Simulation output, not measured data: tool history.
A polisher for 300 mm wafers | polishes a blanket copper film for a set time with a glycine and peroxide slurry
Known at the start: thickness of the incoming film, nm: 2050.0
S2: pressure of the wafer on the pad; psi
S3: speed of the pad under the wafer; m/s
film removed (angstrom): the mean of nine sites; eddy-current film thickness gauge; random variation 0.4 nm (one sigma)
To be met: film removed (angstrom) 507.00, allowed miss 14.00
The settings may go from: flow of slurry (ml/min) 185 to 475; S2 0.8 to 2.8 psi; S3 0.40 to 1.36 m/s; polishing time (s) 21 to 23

Run 1, hour 0.0: flow of slurry (ml/min) 305, S2 1.8 psi, S3 0.88 m/s, polishing time (s) 23. Result: film removed (angstrom) 696.02.
Run 2, hour 7.6: flow of slurry (ml/min) 305, S2 1.6 psi, S3 0.88 m/s, polishing time (s) 23. Result: film removed (angstrom) 636.94.
Run 3, hour 12.1: flow of slurry (ml/min) 260, S2 1.6 psi, S3 0.88 m/s, polishing time (s) 23. Result: film removed (angstrom) 635.75.
Run 4, hour 13.2: flow of slurry (ml/min) 295, S2 1.6 psi, S3 0.88 m/s, polishing time (s) 23. Result: film removed (angstrom) 647.67.
Run 5, hour 17.0: flow of slurry (ml/min) 295, S2 1.5 psi, S3 0.88 m/s, polishing time (s) 23. Result: film removed (angstrom) 621.39.
Run 6, hour 21.8: flow of slurry (ml/min) 295, S2 1.4 psi, S3 0.88 m/s, polishing time (s) 23. Result: film removed (angstrom) 583.62.
Run 7, hour 28.7: flow of slurry (ml/min) 295, S2 1.3 psi, S3 0.88 m/s, polishing time (s) 23. Result: film removed (angstrom) 562.50.
Run 8, hour 36.2: flow of slurry (ml/min) 295, S2 1.2 psi, S3 0.88 m/s, polishing time (s) 23. Result: film removed (angstrom) 533.05.

Which of these 4 next moves meets every target?
Run A, hour 43.7: flow of slurry (ml/min) 290, S2 1.3 psi, S3 0.88 m/s, polishing time (s) 22. Result: film removed (angstrom) ?.
Run B, hour 43.7: flow of slurry (ml/min) 220, S2 1.2 psi, S3 0.92 m/s, polishing time (s) 22. Result: film removed (angstrom) ?.
Run C, hour 43.7: flow of slurry (ml/min) 370, S2 1.5 psi, S3 0.76 m/s, polishing time (s) 22. Result: film removed (angstrom) ?.
Run D, hour 43.7: flow of slurry (ml/min) 255, S2 1.4 psi, S3 0.86 m/s, polishing time (s) 22. Result: film removed (angstrom) ?.

move  film removed (angstrom)
   A                   535.07
   B                   508.35
   C                   540.21
   D                   542.86
A: further off than the last run
B: meets every target
C: further off than the last run
D: further off than the last run
Answer: B
